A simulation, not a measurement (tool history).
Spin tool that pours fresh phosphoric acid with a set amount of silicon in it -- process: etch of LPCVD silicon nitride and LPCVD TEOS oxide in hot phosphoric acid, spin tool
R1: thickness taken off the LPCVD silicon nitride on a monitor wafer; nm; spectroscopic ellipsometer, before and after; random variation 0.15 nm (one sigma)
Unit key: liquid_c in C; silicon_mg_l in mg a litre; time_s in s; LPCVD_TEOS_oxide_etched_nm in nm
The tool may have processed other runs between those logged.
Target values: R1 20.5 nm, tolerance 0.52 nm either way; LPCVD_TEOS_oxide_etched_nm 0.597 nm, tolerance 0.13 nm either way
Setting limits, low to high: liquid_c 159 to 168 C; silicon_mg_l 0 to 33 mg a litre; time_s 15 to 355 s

Run 1, hour 0: liquid_c 164 C, silicon_mg_l 14.5 mg a litre, time_s 180 s. Result: R1 16.077 nm, LPCVD_TEOS_oxide_etched_nm 0.33142 nm.
Run 2, hour 3.8: liquid_c 162 C, silicon_mg_l 14.5 mg a litre, time_s 180 s. Result: R1 14.908 nm, LPCVD_TEOS_oxide_etched_nm 0.28883 nm.
Run 3, hour 8.4: liquid_c 162 C, silicon_mg_l 7.5 mg a litre, time_s 180 s. Result: R1 15.073 nm, LPCVD_TEOS_oxide_etched_nm 0.34266 nm.
Run 4, hour 9: liquid_c 162.5 C, silicon_mg_l 7 mg a litre, time_s 185 s. Result: R1 15.691 nm, LPCVD_TEOS_oxide_etched_nm 0.4025 nm.
Run 5, hour 13.7: liquid_c 163 C, silicon_mg_l 7.5 mg a litre, time_s 190 s. Result: R1 16.444 nm, LPCVD_TEOS_oxide_etched_nm 0.3863 nm.
Run 6, hour 14.8: liquid_c 163.5 C, silicon_mg_l 7 mg a litre, time_s 190 s. Result: R1 16.927 nm, LPCVD_TEOS_oxide_etched_nm 0.40216 nm.
Run 7, hour 23.3: liquid_c 164 C, silicon_mg_l 6 mg a litre, time_s 190 s. Result: R1 16.749 nm, LPCVD_TEOS_oxide_etched_nm 0.46387 nm.
Run 8, hour 31.7: liquid_c 166 C, silicon_mg_l 11 mg a litre, time_s 225 s. Result: R1 21.34 nm, LPCVD_TEOS_oxide_etched_nm 0.54671 nm.

Which single option among these 5 for the next run brings every result within its allowed miss of target? Just one does.
Run A, hour 40.1: liquid_c 165 C, silicon_mg_l 20 mg a litre, time_s 250 s. Result: R1 ?, LPCVD_TEOS_oxide_etched_nm ?.
Run B, hour 40.1: liquid_c 167.5 C, silicon_mg_l 11.5 mg a litre, time_s 215 s. Result: R1 ?, LPCVD_TEOS_oxide_etched_nm ?.
Run C, hour 40.1: liquid_c 166 C, silicon_mg_l 12.5 mg a litre, time_s 230 s. Result: R1 ?, LPCVD_TEOS_oxide_etched_nm ?.
Run D, hour 40.1: liquid_c 166 C, silicon_mg_l 7 mg a litre, time_s 215 s. Result: R1 ?, LPCVD_TEOS_oxide_etched_nm ?.
Run E, hour 40.1: liquid_c 165 C, silicon_mg_l 22.5 mg a litre, time_s 250 s. Result: R1 ?, LPCVD_TEOS_oxide_etched_nm ?.

move      R1  LPCVD_TEOS_oxide_etched_nm
   A  23.077                     0.41828
   B  21.533                     0.53526
   C  21.937                     0.50228
   D  20.507                     0.53029
   E  23.077                      0.3884
A: its largest miss is bigger than the last run's
B: its largest miss is bigger than the last run's
C: its largest miss is bigger than the last run's
D: each result inside its tolerance
E: its largest miss is bigger than the last run's
So the answer is move D, the one that meets all the targets.
